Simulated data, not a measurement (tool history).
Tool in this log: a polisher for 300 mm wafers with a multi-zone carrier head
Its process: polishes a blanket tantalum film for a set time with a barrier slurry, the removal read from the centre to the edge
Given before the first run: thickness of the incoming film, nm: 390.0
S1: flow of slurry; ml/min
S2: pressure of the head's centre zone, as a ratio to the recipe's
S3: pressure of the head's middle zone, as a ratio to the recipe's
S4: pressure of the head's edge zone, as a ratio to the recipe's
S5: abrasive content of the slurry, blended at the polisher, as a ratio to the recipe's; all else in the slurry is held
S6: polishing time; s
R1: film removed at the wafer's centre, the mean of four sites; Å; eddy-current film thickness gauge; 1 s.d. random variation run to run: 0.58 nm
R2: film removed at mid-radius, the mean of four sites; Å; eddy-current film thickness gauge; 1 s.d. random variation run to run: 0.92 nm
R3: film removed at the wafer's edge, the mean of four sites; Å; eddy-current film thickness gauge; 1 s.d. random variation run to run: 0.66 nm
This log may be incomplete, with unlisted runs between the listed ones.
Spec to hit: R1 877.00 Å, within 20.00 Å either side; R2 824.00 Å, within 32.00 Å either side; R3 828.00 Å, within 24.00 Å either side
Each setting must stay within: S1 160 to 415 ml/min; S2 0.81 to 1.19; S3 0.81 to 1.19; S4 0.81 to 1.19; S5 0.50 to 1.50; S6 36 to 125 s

run  hour   S1    S2    S3    S4    S5  S6       R1       R2       R3
  1   0.0  265  1.00  1.00  1.00  1.00  80  1292.60  1289.10  1262.60
  2   3.2  265  1.00  1.00  1.04  1.00  80  1302.90  1307.70  1299.00
  3   4.1  265  1.00  0.99  1.02  0.95  78  1229.50  1227.70  1226.70
  4   9.8  295  1.00  0.99  1.02  0.95  78  1237.70  1271.30  1242.20
  5  12.6  295  1.00  0.99  0.97  0.95  78  1264.90  1251.10  1196.70
  6  17.5  290  0.99  0.98  0.96  0.90  77  1169.20  1182.50  1158.20
  7  22.5  295  1.00  0.97  0.95  0.85  76  1152.90  1138.00  1097.10
  8  27.6  290  1.00  0.96  0.94  0.80  76  1113.50  1096.40  1049.50
  9  28.8  280  0.99  0.95  0.93  0.80  76  1105.20  1079.10  1036.20
 10  35.5  270  0.98  0.93  0.92  0.80  76  1079.70  1048.50  1034.20
 11  43.8  265  0.98  0.92  0.91  0.75  76  1011.80   997.44   989.24
 12  51.0  260  0.98  0.91  0.90  0.75  76  1035.00   969.31   989.40

4 next moves are on the table. One of them brings every result within its allowed miss. Which?
  A  58.2  205  1.05  1.00  0.86  0.80   65   ?   ?   ?
  B  58.2  395  0.89  1.05  1.06  0.55  103   ?   ?   ?
  C  58.2  280  0.98  0.92  0.86  0.85   64   ?   ?   ?
  D  58.2  285  0.96  0.85  0.85  0.75   66   ?   ?   ?

move      R1       R2       R3
   A  950.68   912.54   827.19
   B  976.30  1138.70  1078.20
   C  948.57   915.56   872.50
   D  887.29   827.26   829.37
A: nearer than the last run, and not there yet
B: the biggest miss grows against the last run
C: nearer than the last run, and not there yet
D: all results in spec
D is the move that brings every result within its allowed miss.

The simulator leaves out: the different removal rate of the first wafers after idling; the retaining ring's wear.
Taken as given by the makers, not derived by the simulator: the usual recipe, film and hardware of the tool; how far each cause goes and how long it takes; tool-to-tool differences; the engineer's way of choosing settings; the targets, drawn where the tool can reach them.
